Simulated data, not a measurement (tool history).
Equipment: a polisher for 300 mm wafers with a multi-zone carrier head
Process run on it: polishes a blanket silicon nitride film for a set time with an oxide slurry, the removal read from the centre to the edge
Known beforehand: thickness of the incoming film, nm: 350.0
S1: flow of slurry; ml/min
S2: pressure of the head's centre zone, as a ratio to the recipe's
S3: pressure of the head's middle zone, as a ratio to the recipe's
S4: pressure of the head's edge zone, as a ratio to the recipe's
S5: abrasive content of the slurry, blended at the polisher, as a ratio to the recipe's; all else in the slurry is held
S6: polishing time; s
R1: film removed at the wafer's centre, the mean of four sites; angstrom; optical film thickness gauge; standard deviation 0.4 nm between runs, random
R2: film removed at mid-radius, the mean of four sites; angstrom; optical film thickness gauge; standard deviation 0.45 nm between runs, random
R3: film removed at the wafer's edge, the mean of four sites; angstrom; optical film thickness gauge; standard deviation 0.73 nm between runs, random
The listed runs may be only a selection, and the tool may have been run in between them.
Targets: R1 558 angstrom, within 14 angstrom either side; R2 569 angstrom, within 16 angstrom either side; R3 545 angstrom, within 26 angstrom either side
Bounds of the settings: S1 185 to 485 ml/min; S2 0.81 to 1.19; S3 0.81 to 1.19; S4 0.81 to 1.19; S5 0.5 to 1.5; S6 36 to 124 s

run  hour   S1    S2    S3    S4    S5  S6      R1      R2      R3
  1     0  310     1     1     1     1  79  489.63  484.16  488.81
  2     7  310     1  1.04     1     1  79  481.73  507.17  494.67
  3  13.9  310  1.04  1.04     1     1  79  506.27  497.09  500.42
  4  22.8  310  1.12  1.04     1     1  79  551.08   494.6   484.6
  5  27.7  310  1.12  1.12     1     1  79  550.35  526.11  497.33
  6  36.4  310  1.12  1.12  0.97     1  79  553.93  527.81  490.14
  7    38  315  1.12  1.13  0.99     1  79   548.5  540.56  491.85
  8  38.7  315  1.12  1.13  1.01     1  79  550.11  543.39  493.62
  9  42.2  305  1.11  1.12  1.02  1.05  79  557.17   543.3  514.77
 10  49.8  305  1.11  1.12  1.03  1.05  79  549.25  534.42  513.82
 11  54.9  310  1.11  1.12  1.04  1.05  79  558.88  542.31  519.94
 12  63.3  315  1.11  1.12  1.05  1.05  79     552  533.49  519.73
 13  65.7  315  1.11  1.13  1.05  1.05  79  557.91  548.41  509.73

Below are 4 possible settings for the next run. Only one of them brings all results inside the allowed miss of their targets. Which is it?
  A  68.1  295  1.08  1.12  1.06  1.15  80   ?   ?   ?
  B  68.1  245  0.93  1.04  1.03   1.1  96   ?   ?   ?
  C  68.1  290  1.16  1.14   1.1  0.95  78   ?   ?   ?
  D  68.1  225  1.02  1.05  0.99  1.15  92   ?   ?   ?

move      R1      R2      R3
   A  568.26  572.84  551.19
   B  561.97  624.44   630.8
   C  551.48  524.31  507.26
   D  592.99  605.34  597.49
A: meets every target
B: moves the result that the last run missed by most past its target, out the other side
C: misses by more than the last run did
D: moves the result that the last run missed by most past its target, out the other side
The right move is A.
